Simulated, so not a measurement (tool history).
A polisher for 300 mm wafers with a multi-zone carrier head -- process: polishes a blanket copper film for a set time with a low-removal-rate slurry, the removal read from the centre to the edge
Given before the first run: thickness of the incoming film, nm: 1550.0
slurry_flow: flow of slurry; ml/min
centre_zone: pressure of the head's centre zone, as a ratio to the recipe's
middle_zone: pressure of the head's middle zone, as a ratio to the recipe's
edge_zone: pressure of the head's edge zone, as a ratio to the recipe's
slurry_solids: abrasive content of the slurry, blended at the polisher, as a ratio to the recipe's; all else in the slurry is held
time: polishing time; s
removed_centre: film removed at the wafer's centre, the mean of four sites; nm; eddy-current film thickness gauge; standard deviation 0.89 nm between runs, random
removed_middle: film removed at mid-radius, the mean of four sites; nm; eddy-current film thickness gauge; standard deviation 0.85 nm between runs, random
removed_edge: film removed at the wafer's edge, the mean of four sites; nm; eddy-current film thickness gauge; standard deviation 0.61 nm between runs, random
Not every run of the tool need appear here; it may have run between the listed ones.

run,day,slurry_flow,centre_zone,middle_zone,edge_zone,slurry_solids,time,removed_centre,removed_middle,removed_edge
1,0.000,155,1.00,1.00,1.00,1.00,41,105.02,107.410,109.32
2,0.121,150,1.00,0.97,0.98,0.95,41,104.04,102.640,105.70
3,0.400,150,1.00,0.97,0.98,0.95,50,125.44,127.600,129.72
4,0.454,150,1.00,0.97,0.98,0.95,60,150.15,150.780,157.73
5,0.625,150,1.00,0.97,1.03,0.95,60,151.31,149.810,160.28
6,0.792,170,1.00,0.97,1.03,0.95,60,154.76,153.160,162.78
# day 0.833: worn pad replaced by a new one
7,0.833,165,1.00,0.95,1.02,0.90,57,156.53,154.920,162.52
8,0.954,165,1.10,0.95,1.12,1.15,46,149.13,132.660,146.40
9,1.292,155,1.08,0.93,1.08,1.05,45,138.33,121.500,136.43
10,1.500,150,1.06,0.92,1.04,0.95,44,126.45,115.320,127.12
11,1.658,150,1.06,0.92,1.04,0.95,44,127.52,115.300,128.51
12,1.871,145,1.05,0.90,1.01,0.90,42,117.89,103.730,117.15
13,1.900,140,1.03,0.89,0.98,0.90,42,115.52,103.710,116.47
14,2.108,135,1.02,0.88,0.96,0.85,41,109.37,98.013,111.39
15,2.200,130,1.02,0.87,0.94,0.80,41,107.62,93.916,107.21
16,2.438,125,1.01,0.87,0.92,0.75,41,101.03,93.241,103.95
17,2.596,125,1.01,0.86,0.91,0.75,41,104.06,90.821,102.77
18,2.967,120,1.00,0.86,0.90,0.75,41,100.80,91.998,103.92

Predict the results of run 19:
19,3.042,120,1.00,0.86,0.90,0.75,41,?,?,?

removed_centre: 102.41 nm
removed_middle: 91.945 nm
removed_edge: 102.70 nm
